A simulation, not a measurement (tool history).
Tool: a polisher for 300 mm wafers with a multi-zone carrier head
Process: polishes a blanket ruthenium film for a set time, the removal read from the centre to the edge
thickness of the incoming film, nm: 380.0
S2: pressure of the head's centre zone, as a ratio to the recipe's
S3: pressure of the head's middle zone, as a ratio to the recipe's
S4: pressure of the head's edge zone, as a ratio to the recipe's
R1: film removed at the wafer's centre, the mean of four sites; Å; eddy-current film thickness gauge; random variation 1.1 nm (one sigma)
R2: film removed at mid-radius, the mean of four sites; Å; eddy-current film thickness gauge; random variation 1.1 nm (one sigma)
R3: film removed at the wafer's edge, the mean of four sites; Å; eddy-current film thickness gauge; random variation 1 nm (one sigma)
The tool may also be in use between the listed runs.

{"run": 1, "hour": 0.0, "flow of slurry (ml/min)": 235, "S2": 1, "S3": 1, "S4": 1, "polishing time (s)": 49, "R1": 676.63, "R2": 701.5, "R3": 687.38}
{"run": 2, "hour": 1.1, "flow of slurry (ml/min)": 190, "S2": 1, "S3": 1, "S4": 1, "polishing time (s)": 49, "R1": 684, "R2": 691.68, "R3": 678.57}
{"run": 3, "hour": 6.6, "flow of slurry (ml/min)": 190, "S2": 1, "S3": 1, "S4": 0.95, "polishing time (s)": 49, "R1": 676.13, "R2": 679.88, "R3": 660.13}
{"run": 4, "hour": 11.3, "flow of slurry (ml/min)": 190, "S2": 1, "S3": 1, "S4": 0.9, "polishing time (s)": 49, "R1": 664.99, "R2": 687.81, "R3": 632.53}
{"run": 5, "hour": 17.5, "flow of slurry (ml/min)": 190, "S2": 1, "S3": 1, "S4": 0.9, "polishing time (s)": 57, "R1": 788.6, "R2": 804.87, "R3": 748.47}
{"run": 6, "hour": 24.5, "flow of slurry (ml/min)": 190, "S2": 0.94, "S3": 1, "S4": 0.9, "polishing time (s)": 57, "R1": 710.02, "R2": 794.19, "R3": 742.88}
{"run": 7, "hour": 29.4, "flow of slurry (ml/min)": 195, "S2": 0.96, "S3": 1.03, "S4": 0.93, "polishing time (s)": 58, "R1": 773.33, "R2": 822.25, "R3": 767.8}
{"run": 8, "hour": 37.9, "flow of slurry (ml/min)": 205, "S2": 0.94, "S3": 1.06, "S4": 0.94, "polishing time (s)": 59, "R1": 759.49, "R2": 873.2, "R3": 800.5}

The next listed run, before its measurement:
{"run": 9, "hour": 42.5, "flow of slurry (ml/min)": 210, "S2": 0.95, "S3": 1.08, "S4": 0.95, "polishing time (s)": 59, "R1": "?", "R2": "?", "R3": "?"}

R1: 783.55 Å
R2: 886.8 Å
R3: 790.91 Å

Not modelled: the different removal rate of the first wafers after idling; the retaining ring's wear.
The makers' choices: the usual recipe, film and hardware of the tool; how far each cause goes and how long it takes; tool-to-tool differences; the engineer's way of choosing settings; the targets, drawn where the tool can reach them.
